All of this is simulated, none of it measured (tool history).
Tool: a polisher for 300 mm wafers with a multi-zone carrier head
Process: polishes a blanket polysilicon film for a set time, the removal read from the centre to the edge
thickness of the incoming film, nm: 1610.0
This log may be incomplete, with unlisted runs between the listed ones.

run	hour	flow of slurry (ml/min)	pressure of the head's centre zone	pressure of the head's middle zone	pressure of the head's edge zone	polishing time (s)	film removed at the wafer's centre (Å)	film removed at mid-radius (Å)	film removed at the wafer's edge (Å)
1	0	310	1	1	1	83	4704.5	4293.4	4138.2
2	6.8	310	1	1	1	103	5781.2	5429	5129.5
3	8.4	300	0.97	1.01	1	93	5050.5	4909.5	4738.2
4	10.7	285	0.95	1.02	0.97	84	4437.2	4456.9	4205.1
# hour 17.9: centre zone pressure recalibrated
5	17.9	280	0.93	1.02	0.95	77	3549.3	3987.9	3694.7
6	21.8	280	0.93	1.02	0.9	77	3636.3	4004.2	3713.1
7	23.5	280	0.93	1.02	0.9	77	3613	4096.7	3674.3
8	25.8	295	0.93	1	0.89	72	3430.5	3749.3	3469

Expected results for the next run?
9	34.7	305	0.92	0.99	0.88	68	?	?	?

{"run 9": {"film removed at the wafer's centre (Å)": 3193.9, "film removed at mid-radius (Å)": 3431.6, "film removed at the wafer's edge (Å)": 3213.8}}

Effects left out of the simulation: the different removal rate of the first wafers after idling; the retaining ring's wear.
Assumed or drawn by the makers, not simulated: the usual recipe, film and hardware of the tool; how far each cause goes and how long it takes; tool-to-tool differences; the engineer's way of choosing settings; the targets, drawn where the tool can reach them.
